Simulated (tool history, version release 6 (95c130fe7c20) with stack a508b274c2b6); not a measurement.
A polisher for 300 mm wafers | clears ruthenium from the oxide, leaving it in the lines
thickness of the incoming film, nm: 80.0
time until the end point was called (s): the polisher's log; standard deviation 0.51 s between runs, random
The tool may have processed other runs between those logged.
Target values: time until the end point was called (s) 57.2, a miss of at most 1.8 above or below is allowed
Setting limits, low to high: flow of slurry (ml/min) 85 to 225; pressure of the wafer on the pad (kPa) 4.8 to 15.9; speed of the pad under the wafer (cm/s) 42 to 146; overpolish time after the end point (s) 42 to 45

| run | hour | flow of slurry (ml/min) | pressure of the wafer on the pad (kPa) | speed of the pad under the wafer (cm/s) | overpolish time after the end point (s) | time until the end point was called (s) |
|---|---|---|---|---|---|---|
| 1 | 0 | 145 | 10.3 | 94 | 42 | 77.731 |
| 2 | 1 | 150 | 11 | 94 | 42 | 74.401 |
| 3 | 5.9 | 150 | 11.7 | 94 | 42 | 71.103 |
| 4 | 11.9 | 150 | 12.4 | 94 | 42 | 68.694 |
| 5 | 12.9 | 155 | 13.1 | 94 | 42 | 65.821 |
| 6 | 14 | 185 | 13.1 | 94 | 42 | 63.403 |
| 7 | 19.5 | 190 | 13.8 | 94 | 42 | 60.666 |
| 8 | 20.8 | 190 | 14.5 | 94 | 42 | 59.945 |

5 candidate next runs follow, results not yet known. Just one meets every target within its allowed miss. Identify it.
| A | 22.1 | 220 | 13.1 | 92 | 45 | ? |
| B | 22.1 | 165 | 15.2 | 86 | 42 | ? |
| C | 22.1 | 190 | 13.8 | 92 | 42 | ? |
| D | 22.1 | 205 | 14.5 | 98 | 45 | ? |
| E | 22.1 | 220 | 15.2 | 86 | 44 | ? |

| move | time until the end point was called (s) |
|---|---|
| A | 64.914 |
| B | 65.122 |
| C | 63.91 |
| D | 57.65 |
| E | 62.595 |
A: moves away from the targets compared with the last run
B: moves away from the targets compared with the last run
C: moves away from the targets compared with the last run
D: hits every target within its allowed miss
E: moves away from the targets compared with the last run
So the answer is move D, the one that meets all the targets.

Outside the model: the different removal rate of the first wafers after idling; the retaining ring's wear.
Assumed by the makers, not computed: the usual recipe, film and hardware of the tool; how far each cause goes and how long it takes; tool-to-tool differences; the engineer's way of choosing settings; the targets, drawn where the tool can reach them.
